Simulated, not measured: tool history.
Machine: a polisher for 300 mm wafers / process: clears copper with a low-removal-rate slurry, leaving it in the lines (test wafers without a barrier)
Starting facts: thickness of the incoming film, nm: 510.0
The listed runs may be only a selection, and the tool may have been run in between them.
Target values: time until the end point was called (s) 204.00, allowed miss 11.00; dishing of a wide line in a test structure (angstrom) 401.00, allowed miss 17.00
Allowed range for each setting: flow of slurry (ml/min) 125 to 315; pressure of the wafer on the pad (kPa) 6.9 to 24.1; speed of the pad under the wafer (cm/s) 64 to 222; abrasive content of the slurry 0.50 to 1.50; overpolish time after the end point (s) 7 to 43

run,day,flow of slurry (ml/min),pressure of the wafer on the pad (kPa),speed of the pad under the wafer (cm/s),abrasive content of the slurry,overpolish time after the end point (s),time until the end point was called (s),dishing of a wide line in a test structure (angstrom)
1,0.000,205,15.2,142,1.00,22,154.21,423.09
2,0.175,180,15.2,142,1.00,22,160.55,428.41
3,0.488,180,15.2,106,1.00,22,216.66,346.65
4,0.742,180,15.2,106,0.90,22,209.73,331.96
5,0.950,145,15.2,106,0.90,22,220.85,325.37
6,1.042,125,15.2,106,0.90,22,231.06,323.01
7,1.192,130,15.9,106,0.95,23,216.42,355.94
8,1.508,135,15.9,106,1.00,23,216.02,353.44
9,1.600,140,15.9,106,1.00,24,212.31,361.55

Exercise: of the 4 proposed moves below, exactly one satisfies all targets within the stated allowed misses. Which move is it?
A,1.692,130,17.9,100,1.00,29,?,?
B,1.692,155,17.2,100,0.90,26,?,?
C,1.692,125,17.2,102,1.15,29,?,?
D,1.692,145,13.8,106,1.00,27,?,?

move,time until the end point was called (s),dishing of a wide line in a test structure (angstrom)
A,206.73,441.78
B,212.17,395.43
C,207.27,439.32
D,247.51,353.32
A: moves the result that the last run missed by most past its target, out the other side
B: each result inside its tolerance
C: moves the result that the last run missed by most past its target, out the other side
D: further off than the last run
Correct choice: B, which meets every target
